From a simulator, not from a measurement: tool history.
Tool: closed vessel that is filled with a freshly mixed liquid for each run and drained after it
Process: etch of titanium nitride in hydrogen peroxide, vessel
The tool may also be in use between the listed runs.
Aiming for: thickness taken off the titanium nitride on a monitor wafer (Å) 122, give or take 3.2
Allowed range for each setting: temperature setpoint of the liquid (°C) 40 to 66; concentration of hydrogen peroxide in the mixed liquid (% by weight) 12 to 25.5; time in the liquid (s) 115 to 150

run    day  temperature setpoint of the liquid (°C)  concentration of hydrogen peroxide in the mixed liquid (% by weight)  time in the liquid (s)  thickness taken off the titanium nitride on a monitor wafer (Å)
  1      0                                       56                                                                  17.5                     150                                                           94.792
  2  0.208                                       56                                                                  17.5                     150                                                           95.393
  3  0.312                                       57                                                                  17.5                     150                                                           101.26
  4  0.554                                       57                                                                  17.5                     115                                                           78.047
  5  0.942                                       57                                                                  16.5                     115                                                           76.857
  6  1.054                                       57                                                                  16.5                     115                                                            77.05
  7  1.446                                     59.5                                                                  16.5                     115                                                           91.735
  8  1.629                                       61                                                                  16.5                     115                                                              101
  9  1.925                                     64.5                                                                  16.5                     115                                                           126.99

Below are 4 possible settings for the next run. Only one of them brings all results inside the allowed miss of their targets. Which is it?
  A  2.221                                       64                                                                    15                     115                                                                ?
  B  2.221                                       60                                                                  19.5                     135                                                                ?
  C  2.221                                       62                                                                    17                     135                                                                ?
  D  2.221                                     63.5                                                                    15                     130                                                                ?

move  thickness taken off the titanium nitride on a monitor wafer (Å)
   A                                                           120.94
   B                                                           114.74
   C                                                           127.56
   D                                                           132.25
A: every result lands within tolerance
B: moves the result that the last run missed by most past its target, out the other side
C: its largest miss is bigger than the last run's
D: its largest miss is bigger than the last run's
A meets every target.

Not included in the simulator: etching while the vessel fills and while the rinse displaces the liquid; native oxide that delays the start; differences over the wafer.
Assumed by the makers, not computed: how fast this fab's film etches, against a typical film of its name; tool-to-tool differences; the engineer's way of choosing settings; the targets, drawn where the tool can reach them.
